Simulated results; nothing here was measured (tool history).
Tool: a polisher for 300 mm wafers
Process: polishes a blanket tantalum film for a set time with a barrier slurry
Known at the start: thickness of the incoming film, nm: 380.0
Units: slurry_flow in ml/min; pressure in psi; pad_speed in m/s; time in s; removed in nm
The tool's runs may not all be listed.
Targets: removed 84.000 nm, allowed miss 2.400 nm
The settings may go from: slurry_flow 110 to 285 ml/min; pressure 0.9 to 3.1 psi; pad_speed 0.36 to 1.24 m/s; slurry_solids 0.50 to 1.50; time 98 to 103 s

| run | day | slurry_flow | pressure | pad_speed | slurry_solids | time | removed |
|---|---|---|---|---|---|---|---|
| 1 | 0.000 | 180 | 2.0 | 0.80 | 1.00 | 98 | 128.300 |
| 2 | 0.246 | 175 | 1.8 | 0.80 | 1.00 | 98 | 115.070 |
| 3 | 0.329 | 175 | 1.8 | 0.80 | 1.15 | 98 | 118.130 |
| 4 | 0.492 | 170 | 1.6 | 0.80 | 1.15 | 98 | 105.780 |
| 5 | 0.542 | 170 | 1.6 | 0.80 | 1.15 | 103 | 111.790 |
| 6 | 0.804 | 170 | 1.6 | 0.80 | 1.15 | 98 | 107.980 |
| 7 | 0.871 | 165 | 1.5 | 0.80 | 1.15 | 98 | 98.152 |
| 8 | 1.150 | 155 | 1.5 | 0.80 | 1.15 | 98 | 98.854 |
| 9 | 1.283 | 150 | 1.4 | 0.80 | 1.15 | 98 | 91.454 |
| 10 | 1.438 | 140 | 1.4 | 0.80 | 1.15 | 98 | 92.275 |

Which of these 4 next moves meets every target?
| A | 1.592 | 150 | 1.6 | 0.74 | 1.15 | 98 | ? |
| B | 1.592 | 160 | 1.3 | 0.76 | 1.25 | 98 | ? |
| C | 1.592 | 120 | 1.6 | 0.78 | 1.10 | 103 | ? |
| D | 1.592 | 155 | 1.4 | 0.82 | 1.20 | 98 | ? |

| move | removed |
|---|---|
| A | 98.016 |
| B | 84.967 |
| C | 102.260 |
| D | 95.882 |
A: further off than the last run
B: meets every target
C: further off than the last run
D: further off than the last run
Move B is the one to make.
